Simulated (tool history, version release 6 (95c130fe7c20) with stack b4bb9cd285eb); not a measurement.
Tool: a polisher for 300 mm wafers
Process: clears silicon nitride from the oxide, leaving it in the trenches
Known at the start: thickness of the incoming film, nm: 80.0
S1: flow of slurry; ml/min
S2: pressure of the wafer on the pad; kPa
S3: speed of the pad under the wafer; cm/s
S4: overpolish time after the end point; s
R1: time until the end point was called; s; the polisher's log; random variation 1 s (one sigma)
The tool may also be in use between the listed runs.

Run 1, hour 0: S1 295 ml/min, S2 14.5 kPa, S3 122 cm/s, S4 10 s. Result: R1 112.81 s.
Run 2, hour 1.5: S1 295 ml/min, S2 16.5 kPa, S3 124 cm/s, S4 10 s. Result: R1 100.78 s.
Run 3, hour 3: S1 295 ml/min, S2 16.5 kPa, S3 124 cm/s, S4 10 s. Result: R1 102.08 s.
Run 4, hour 7.9: S1 295 ml/min, S2 13.8 kPa, S3 124 cm/s, S4 10 s. Result: R1 114.95 s.
Run 5, hour 12.6: S1 295 ml/min, S2 13.8 kPa, S3 146 cm/s, S4 10 s. Result: R1 103.17 s.
Run 6, hour 18.5: S1 295 ml/min, S2 11 kPa, S3 146 cm/s, S4 10 s. Result: R1 120 s.
At hour 22: head pressure recalibrated.
Run 7, hour 22: S1 295 ml/min, S2 13.8 kPa, S3 150 cm/s, S4 10 s. Result: R1 93.022 s.

Forecast run 8:
Run 8, hour 26: S1 295 ml/min, S2 15.2 kPa, S3 150 cm/s, S4 10 s. Result: R1 ?.

{"run 8": {"R1": 85.144}}
